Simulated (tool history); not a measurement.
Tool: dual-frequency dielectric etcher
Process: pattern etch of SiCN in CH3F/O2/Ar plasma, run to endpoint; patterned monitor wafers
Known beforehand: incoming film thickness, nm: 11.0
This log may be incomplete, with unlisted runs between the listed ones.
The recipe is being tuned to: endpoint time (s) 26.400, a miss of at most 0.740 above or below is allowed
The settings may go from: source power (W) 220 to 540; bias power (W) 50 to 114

run 1 day=0.000 | source_power_(W)=380 bias_power_(W)=82 | endpoint_time_(s)=31.035
run 2 day=0.088 | source_power_(W)=410 bias_power_(W)=82 | endpoint_time_(s)=30.295
run 3 day=0.462 | source_power_(W)=360 bias_power_(W)=82 | endpoint_time_(s)=31.633
run 4 day=0.692 | source_power_(W)=400 bias_power_(W)=86 | endpoint_time_(s)=30.070
run 5 day=0.875 | source_power_(W)=460 bias_power_(W)=86 | endpoint_time_(s)=28.530
run 6 day=1.238 | source_power_(W)=410 bias_power_(W)=86 | endpoint_time_(s)=29.955
run 7 day=1.392 | source_power_(W)=410 bias_power_(W)=86 | endpoint_time_(s)=29.963
run 8 day=1.533 | source_power_(W)=440 bias_power_(W)=89 | endpoint_time_(s)=29.011
run 9 day=1.654 | source_power_(W)=470 bias_power_(W)=92 | endpoint_time_(s)=27.879
run 10 day=1.925 | source_power_(W)=480 bias_power_(W)=93 | endpoint_time_(s)=27.560

Pick the move, out of 5, that brings all results within their allowed miss; only one does.
run A day=2.196 | source_power_(W)=480 bias_power_(W)=106 | endpoint_time_(s)=?
run B day=2.196 | source_power_(W)=480 bias_power_(W)=87 | endpoint_time_(s)=?
run C day=2.196 | source_power_(W)=540 bias_power_(W)=109 | endpoint_time_(s)=?
run D day=2.196 | source_power_(W)=520 bias_power_(W)=81 | endpoint_time_(s)=?
run E day=2.196 | source_power_(W)=430 bias_power_(W)=94 | endpoint_time_(s)=?

move=A endpoint_time_(s)=26.691
move=B endpoint_time_(s)=28.294
move=C endpoint_time_(s)=25.403
move=D endpoint_time_(s)=28.066
move=E endpoint_time_(s)=28.743
A: hits every target within its allowed miss
B: moves away from the targets compared with the last run
C: carries the result that was furthest off beyond its target, to the other side
D: moves away from the targets compared with the last run
E: moves away from the targets compared with the last run
The right move is A.
